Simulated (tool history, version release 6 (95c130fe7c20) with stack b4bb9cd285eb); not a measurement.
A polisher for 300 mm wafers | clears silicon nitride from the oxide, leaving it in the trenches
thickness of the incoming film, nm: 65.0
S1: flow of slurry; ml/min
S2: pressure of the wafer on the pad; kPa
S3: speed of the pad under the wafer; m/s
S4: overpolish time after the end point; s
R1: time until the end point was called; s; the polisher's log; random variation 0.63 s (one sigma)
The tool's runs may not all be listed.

Run 1, hour 0: S1 200 ml/min, S2 20 kPa, S3 0.86 m/s, S4 12 s. Result: R1 92.397 s.
Run 2, hour 7.1: S1 200 ml/min, S2 22.8 kPa, S3 0.9 m/s, S4 12 s. Result: R1 79.364 s.
Run 3, hour 10.3: S1 200 ml/min, S2 22.8 kPa, S3 1 m/s, S4 12 s. Result: R1 71.607 s.
Run 4, hour 10.9: S1 200 ml/min, S2 24.8 kPa, S3 1.02 m/s, S4 12 s. Result: R1 65.419 s.
Run 5, hour 11.8: S1 200 ml/min, S2 26.2 kPa, S3 1.06 m/s, S4 12 s. Result: R1 60.616 s.
Run 6, hour 19.6: S1 200 ml/min, S2 26.2 kPa, S3 0.98 m/s, S4 12 s. Result: R1 63.293 s.
Run 7, hour 28.4: S1 200 ml/min, S2 27.6 kPa, S3 1.02 m/s, S4 12 s. Result: R1 58.286 s.
Run 8, hour 35.5: S1 200 ml/min, S2 28.3 kPa, S3 1.06 m/s, S4 12 s. Result: R1 55.643 s.
Run 9, hour 42.5: S1 200 ml/min, S2 29 kPa, S3 1.08 m/s, S4 12 s. Result: R1 54.696 s.
Run 10, hour 49.1: S1 200 ml/min, S2 29.6 kPa, S3 1.12 m/s, S4 12 s. Result: R1 51.838 s.
Run 11, hour 51.2: S1 200 ml/min, S2 30.3 kPa, S3 1.16 m/s, S4 12 s. Result: R1 48.6 s.
At hour 52: worn pad replaced by a new one.
Run 12, hour 52: S1 200 ml/min, S2 30.3 kPa, S3 1.18 m/s, S4 12 s. Result: R1 43.099 s.

The next listed run, before its measurement:
Run 13, hour 60.3: S1 200 ml/min, S2 30.3 kPa, S3 1.18 m/s, S4 12 s. Result: R1 ?.

R1: 43.222 s
